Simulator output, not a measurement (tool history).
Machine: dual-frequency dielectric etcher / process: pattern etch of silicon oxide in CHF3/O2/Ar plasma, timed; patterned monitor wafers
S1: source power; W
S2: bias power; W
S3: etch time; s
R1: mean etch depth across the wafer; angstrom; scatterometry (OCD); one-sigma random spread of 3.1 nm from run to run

Run 1, hour 0.0: S1 850 W, S2 209 W, S3 293.5 s. Result: R1 7719.1 angstrom.
Run 2, hour 8.3: S1 920 W, S2 211 W, S3 293.5 s. Result: R1 7905.3 angstrom.
Run 3, hour 17.5: S1 800 W, S2 211 W, S3 293.5 s. Result: R1 7513.7 angstrom.
Run 4, hour 23.6: S1 880 W, S2 214 W, S3 293.5 s. Result: R1 7801.1 angstrom.
Run 5, hour 32.5: S1 950 W, S2 217 W, S3 293.5 s. Result: R1 8113.9 angstrom.
Run 6, hour 35.2: S1 950 W, S2 230 W, S3 293.5 s. Result: R1 8178.3 angstrom.

What does the tool deliver on the next run?
Run 7, hour 37.2: S1 980 W, S2 232 W, S3 293.5 s. Result: R1 ?.

{"run 7": {"R1": 8370.9}}
